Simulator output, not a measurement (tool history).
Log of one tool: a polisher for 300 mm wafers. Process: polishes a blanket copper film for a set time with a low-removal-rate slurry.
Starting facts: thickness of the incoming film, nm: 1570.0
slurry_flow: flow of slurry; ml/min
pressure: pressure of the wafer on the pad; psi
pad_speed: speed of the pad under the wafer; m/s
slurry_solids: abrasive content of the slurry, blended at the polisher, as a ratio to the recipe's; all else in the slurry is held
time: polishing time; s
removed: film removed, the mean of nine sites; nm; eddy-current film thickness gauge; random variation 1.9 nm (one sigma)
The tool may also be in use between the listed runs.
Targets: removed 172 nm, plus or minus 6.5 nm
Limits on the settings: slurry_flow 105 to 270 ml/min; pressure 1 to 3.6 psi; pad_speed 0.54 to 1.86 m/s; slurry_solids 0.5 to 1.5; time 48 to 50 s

run 1 hour=0 | slurry_flow=175 pressure=2.3 pad_speed=1.18 slurry_solids=1 time=48 | removed=114.26
run 2 hour=6 | slurry_flow=215 pressure=2.3 pad_speed=1.18 slurry_solids=1 time=48 | removed=113.79
run 3 hour=9.7 | slurry_flow=215 pressure=2.6 pad_speed=1.18 slurry_solids=1 time=48 | removed=129.22
run 4 hour=14 | slurry_flow=215 pressure=2.6 pad_speed=0.96 slurry_solids=1 time=48 | removed=106.31
run 5 hour=20 | slurry_flow=215 pressure=2.9 pad_speed=0.96 slurry_solids=1 time=48 | removed=117.99
run 6 hour=20.8 | slurry_flow=215 pressure=2.9 pad_speed=0.96 slurry_solids=1 time=50 | removed=122.61
run 7 hour=22.7 | slurry_flow=215 pressure=3.1 pad_speed=1 slurry_solids=1 time=50 | removed=136.35
run 8 hour=24.2 | slurry_flow=215 pressure=3.3 pad_speed=1.02 slurry_solids=1 time=50 | removed=147.17
run 9 hour=32.7 | slurry_flow=215 pressure=3.4 pad_speed=1.04 slurry_solids=1 time=50 | removed=159.09
run 10 hour=39 | slurry_flow=215 pressure=3.5 pad_speed=1.04 slurry_solids=1 time=50 | removed=159.51

Which of these 4 next moves meets every target?
run A hour=45.3 | slurry_flow=265 pressure=3.2 pad_speed=1.36 slurry_solids=0.75 time=48 | removed=?
run B hour=45.3 | slurry_flow=245 pressure=3.6 pad_speed=1.18 slurry_solids=0.95 time=50 | removed=?
run C hour=45.3 | slurry_flow=205 pressure=3.5 pad_speed=0.94 slurry_solids=1.05 time=49 | removed=?
run D hour=45.3 | slurry_flow=145 pressure=3.6 pad_speed=1.02 slurry_solids=1 time=50 | removed=?

move=A removed=176.31
move=B removed=189.63
move=C removed=146.69
move=D removed=154.67
A: every result within its allowed miss
B: pushes the last run's worst result past its target
C: the biggest miss grows against the last run
D: the biggest miss grows against the last run
Correct choice: A, which meets every target
